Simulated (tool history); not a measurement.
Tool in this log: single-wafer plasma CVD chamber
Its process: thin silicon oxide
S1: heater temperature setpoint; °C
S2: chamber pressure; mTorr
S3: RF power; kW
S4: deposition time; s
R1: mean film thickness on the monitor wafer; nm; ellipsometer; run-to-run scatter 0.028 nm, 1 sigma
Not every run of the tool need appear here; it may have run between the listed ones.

run  hour   S1   S2     S3    S4      R1
  1   0.0  395  953  0.245  4.01  7.4426
  2   5.2  395  879  0.245  4.01  6.9057
  3  10.7  402  879  0.245  4.01  6.7840
  4  13.4  402  879  0.210  4.01  6.3781
  5  18.8  402  813  0.210  4.01  5.8840
  6  25.7  402  798  0.210  4.01  5.7563
  7  34.1  402  788  0.210  4.01  5.6069
  8  35.8  402  741  0.210  4.01  5.1665
  9  38.7  402  747  0.210  4.01  5.2075
 10  40.2  402  747  0.210  4.01  5.2979

Run 11 comes next. What will it give?
 11  44.3  402  750  0.210  4.01   ?

{"run 11": {"R1": 5.2651}}

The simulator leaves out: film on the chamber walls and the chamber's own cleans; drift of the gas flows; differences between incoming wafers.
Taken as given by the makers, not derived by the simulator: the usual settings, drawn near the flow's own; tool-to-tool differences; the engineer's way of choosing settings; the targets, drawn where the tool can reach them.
